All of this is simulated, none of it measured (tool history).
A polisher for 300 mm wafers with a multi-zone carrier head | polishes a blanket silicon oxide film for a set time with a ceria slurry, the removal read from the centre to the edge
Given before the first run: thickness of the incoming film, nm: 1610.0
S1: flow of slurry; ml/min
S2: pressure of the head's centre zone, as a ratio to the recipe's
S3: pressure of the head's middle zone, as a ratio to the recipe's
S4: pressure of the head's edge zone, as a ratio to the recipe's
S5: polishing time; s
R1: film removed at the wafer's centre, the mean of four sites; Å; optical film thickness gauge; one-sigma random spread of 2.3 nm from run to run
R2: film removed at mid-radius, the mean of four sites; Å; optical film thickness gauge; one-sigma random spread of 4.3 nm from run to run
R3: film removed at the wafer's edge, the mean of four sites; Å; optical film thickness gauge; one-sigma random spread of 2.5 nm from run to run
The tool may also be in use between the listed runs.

run 1 hour=0 | S1=305 S2=1 S3=1 S4=1 S5=55 | R1=2198.3 R2=2204.6 R3=2325.5
run 2 hour=7.5 | S1=275 S2=1 S3=1 S4=1 S5=55 | R1=2197.8 R2=2228.8 R3=2310.4
run 3 hour=15.3 | S1=275 S2=1 S3=0.95 S4=1 S5=55 | R1=2201.7 R2=2070 R3=2319.5
run 4 hour=17 | S1=275 S2=1 S3=1 S4=1 S5=55 | R1=2160.6 R2=2227 R3=2279.5
-- hour=25.3 edge zone pressure recalibrated
run 5 hour=25.3 | S1=290 S2=1.03 S3=1.02 S4=0.99 S5=57 | R1=2336.3 R2=2343.5 R3=2271.9
run 6 hour=31.8 | S1=295 S2=1.05 S3=1.03 S4=1.01 S5=59 | R1=2451.6 R2=2467.6 R3=2404.9
run 7 hour=37.3 | S1=300 S2=1.07 S3=1.04 S4=1.02 S5=61 | R1=2554.1 R2=2583.6 R3=2450.8

Estimate the outcome of run 8 from the log above:
run 8 hour=38.2 | S1=325 S2=1.17 S3=1.1 S4=1.01 S5=70 | R1=? R2=? R3=?

R1: 3256.7 Å
R2: 3099.2 Å
R3: 2837.2 Å

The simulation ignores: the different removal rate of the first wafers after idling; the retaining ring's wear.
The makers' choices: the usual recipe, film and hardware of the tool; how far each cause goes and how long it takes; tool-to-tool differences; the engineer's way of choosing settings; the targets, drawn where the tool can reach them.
